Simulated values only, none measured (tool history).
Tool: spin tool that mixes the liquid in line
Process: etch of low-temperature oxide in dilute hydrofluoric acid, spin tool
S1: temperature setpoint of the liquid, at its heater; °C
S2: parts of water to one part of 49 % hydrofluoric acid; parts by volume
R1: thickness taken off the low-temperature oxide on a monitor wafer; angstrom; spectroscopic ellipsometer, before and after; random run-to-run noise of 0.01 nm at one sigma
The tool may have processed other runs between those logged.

{"run": 1, "hour": 0.0, "S1": 23.0, "S2": 115, "time under the liquid (s)": 15, "R1": 20.617}
{"run": 2, "hour": 1.5, "S1": 22.0, "S2": 115, "time under the liquid (s)": 15, "R1": 19.551}
{"run": 3, "hour": 9.6, "S1": 22.0, "S2": 95, "time under the liquid (s)": 15, "R1": 24.305}
{"run": 4, "hour": 11.5, "S1": 19.0, "S2": 95, "time under the liquid (s)": 15, "R1": 21.523}
{"run": 5, "hour": 19.0, "S1": 19.0, "S2": 95, "time under the liquid (s)": 15, "R1": 21.57}
{"run": 6, "hour": 26.4, "S1": 18.5, "S2": 95, "time under the liquid (s)": 15, "R1": 21.136}
{"run": 7, "hour": 30.4, "S1": 18.0, "S2": 95, "time under the liquid (s)": 15, "R1": 20.635}

What will run 8 give?
{"run": 8, "hour": 39.4, "S1": 17.5, "S2": 95, "time under the liquid (s)": 15, "R1": "?"}

R1: 20.365 angstrom
